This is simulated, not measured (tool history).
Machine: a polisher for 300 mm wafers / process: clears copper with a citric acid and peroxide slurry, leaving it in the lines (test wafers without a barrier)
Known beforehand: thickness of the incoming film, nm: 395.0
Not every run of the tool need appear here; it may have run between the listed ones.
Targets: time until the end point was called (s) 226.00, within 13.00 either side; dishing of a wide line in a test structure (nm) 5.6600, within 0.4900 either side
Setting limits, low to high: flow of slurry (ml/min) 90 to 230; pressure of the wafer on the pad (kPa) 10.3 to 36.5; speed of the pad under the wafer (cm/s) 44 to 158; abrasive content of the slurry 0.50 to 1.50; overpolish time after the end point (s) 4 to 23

run	day	flow of slurry (ml/min)	pressure of the wafer on the pad (kPa)	speed of the pad under the wafer (cm/s)	abrasive content of the slurry	overpolish time after the end point (s)	time until the end point was called (s)	dishing of a wide line in a test structure (nm)
1	0.000	150	23.4	100	1.00	12	188.57	19.5520
2	0.225	150	23.4	100	1.15	12	180.21	20.4300
3	0.550	150	23.4	74	1.15	12	231.56	16.4510
4	0.708	150	23.4	74	1.15	8	223.83	10.9700
5	0.850	125	23.4	74	1.15	8	243.93	10.1500
6	1.158	125	23.4	94	1.15	8	192.61	12.4070
7	1.254	115	20.7	98	1.20	7	204.63	10.3240
8	1.312	105	17.9	104	1.30	6	235.55	8.4206
9	1.575	100	17.9	104	1.05	5	241.38	6.7489
10	1.721	95	18.6	106	0.95	5	244.15	6.3947
11	1.804	95	19.3	108	0.85	5	237.82	6.7091
12	1.908	95	19.3	112	0.75	5	232.97	6.5744
13	2.050	95	19.3	114	0.65	5	243.49	6.4962
14	2.400	95	19.3	114	0.65	5	242.44	6.7406
15	2.496	95	17.9	120	0.75	5	239.52	6.7671
16	2.688	95	19.3	114	0.75	5	232.01	7.0329
17	2.888	90	16.5	130	0.65	4	248.76	5.1011
18	3.238	90	16.5	132	0.65	4	251.07	5.1648

Of the 5 settings listed for the next run, only one would bring every result within its allowed miss of target. Which one?
A	3.588	90	15.9	130	0.55	4	?	?
B	3.588	120	13.8	154	0.50	4	?	?
C	3.588	90	16.5	118	0.70	6	?	?
D	3.588	105	15.9	158	0.55	4	?	?
E	3.588	90	12.4	158	0.70	4	?	?

move	time until the end point was called (s)	dishing of a wide line in a test structure (nm)
A	280.36	4.6034
B	264.30	4.8733
C	273.57	7.0159
D	228.04	5.6374
E	271.47	4.7434
A: its largest miss is bigger than the last run's
B: its largest miss is bigger than the last run's
C: its largest miss is bigger than the last run's
D: in spec on every target
E: its largest miss is bigger than the last run's
Go with D: it meets all targets.
